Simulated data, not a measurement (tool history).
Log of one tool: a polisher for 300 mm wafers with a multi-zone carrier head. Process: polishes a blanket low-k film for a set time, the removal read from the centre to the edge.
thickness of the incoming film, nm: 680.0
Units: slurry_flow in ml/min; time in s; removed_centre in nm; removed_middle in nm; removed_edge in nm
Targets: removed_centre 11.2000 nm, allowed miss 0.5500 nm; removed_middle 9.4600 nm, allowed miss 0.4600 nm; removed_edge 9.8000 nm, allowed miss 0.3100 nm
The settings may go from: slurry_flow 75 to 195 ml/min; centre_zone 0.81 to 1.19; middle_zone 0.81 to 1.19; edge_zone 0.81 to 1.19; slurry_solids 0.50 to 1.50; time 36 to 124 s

run,hour,slurry_flow,centre_zone,middle_zone,edge_zone,slurry_solids,time,removed_centre,removed_middle,removed_edge
1,0.0,125,1.00,1.00,1.00,1.00,79,25.6030,22.7580,23.1350
2,3.5,120,1.00,0.99,0.98,0.90,71,20.9480,19.1530,18.8510
3,8.2,120,1.00,0.99,0.98,0.70,71,16.7900,15.2100,15.6350
4,17.1,120,1.00,1.07,0.98,0.70,71,17.2660,16.4390,15.8040
5,21.8,115,1.01,1.04,0.96,0.65,68,15.6100,14.1500,14.0070
6,25.1,115,1.01,1.04,1.04,0.65,68,14.8210,13.8720,14.2570
7,28.3,105,1.03,0.98,0.94,0.50,46,7.4626,6.5210,6.5503
# hour 34.3: centre zone pressure recalibrated
8,34.3,120,1.04,0.99,0.97,0.50,46,6.9407,6.4729,6.7116
9,36.2,115,1.06,1.01,1.00,0.55,46,8.3401,7.6559,7.8264
10,38.9,110,1.15,1.04,1.10,0.50,47,7.5949,7.0634,7.1676

5 next moves are on the table. One of them brings every result within its allowed miss. Which?
A,41.6,145,1.11,0.95,0.98,0.55,52,?,?,?
B,41.6,95,1.12,1.08,1.00,0.55,55,?,?,?
C,41.6,105,1.16,0.96,0.97,0.55,59,?,?,?
D,41.6,105,1.17,0.97,1.17,0.60,53,?,?,?
E,41.6,90,1.09,0.95,1.16,0.60,50,?,?,?

move,removed_centre,removed_middle,removed_edge
A,10.0610,8.5690,9.0474
B,9.9701,9.4788,9.2150
C,11.1780,9.3471,9.8844
D,11.2680,9.4382,10.7160
E,9.7894,8.5434,9.9087
A: nearer than the last run, and not there yet
B: nearer than the last run, and not there yet
C: meets every target
D: takes the result that was furthest off past its target
E: brings the result that was furthest off to its target, and leaves another outside
Answer: C

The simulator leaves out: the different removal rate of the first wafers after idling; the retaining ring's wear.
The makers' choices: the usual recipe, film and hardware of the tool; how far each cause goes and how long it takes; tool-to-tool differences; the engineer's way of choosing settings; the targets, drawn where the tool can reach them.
